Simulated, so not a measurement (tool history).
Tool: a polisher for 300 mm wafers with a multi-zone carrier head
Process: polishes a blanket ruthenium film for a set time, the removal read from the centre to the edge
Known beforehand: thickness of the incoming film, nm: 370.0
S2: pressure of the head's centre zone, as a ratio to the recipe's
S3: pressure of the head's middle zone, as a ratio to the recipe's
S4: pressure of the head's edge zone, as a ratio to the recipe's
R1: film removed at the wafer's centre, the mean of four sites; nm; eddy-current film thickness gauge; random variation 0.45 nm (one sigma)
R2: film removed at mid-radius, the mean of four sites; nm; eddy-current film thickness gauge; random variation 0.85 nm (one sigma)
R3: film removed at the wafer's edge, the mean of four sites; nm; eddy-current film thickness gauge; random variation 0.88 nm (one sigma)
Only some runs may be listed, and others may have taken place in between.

Run 1, day 0: flow of slurry (ml/min) 205, S2 1, S3 1, S4 1, polishing time (s) 34. Result: R1 39.635 nm, R2 40.053 nm, R3 40.657 nm.
Run 2, day 0.367: flow of slurry (ml/min) 205, S2 1, S3 1.04, S4 1, polishing time (s) 34. Result: R1 39.365 nm, R2 41.302 nm, R3 41.72 nm.
Run 3, day 0.612: flow of slurry (ml/min) 160, S2 1, S3 1.04, S4 1, polishing time (s) 34. Result: R1 38.006 nm, R2 40.45 nm, R3 39.316 nm.
Run 4, day 0.788: flow of slurry (ml/min) 160, S2 1, S3 1.04, S4 1, polishing time (s) 30. Result: R1 32.861 nm, R2 35.056 nm, R3 34.078 nm.
Run 5, day 1.142: flow of slurry (ml/min) 175, S2 1, S3 1.06, S4 1.02, polishing time (s) 32. Result: R1 35.425 nm, R2 38.783 nm, R3 37.869 nm.
Run 6, day 1.296: flow of slurry (ml/min) 175, S2 0.93, S3 1.06, S4 1.02, polishing time (s) 32. Result: R1 33.869 nm, R2 38.779 nm, R3 37.259 nm.

What does the tool deliver on the next run?
Run 7, day 1.642: flow of slurry (ml/min) 185, S2 0.95, S3 1.07, S4 1.04, polishing time (s) 33. Result: R1 ?, R2 ?, R3 ?.

Run 7 produced R1 36.149 nm, R2 40.124 nm, R3 39.826 nm.
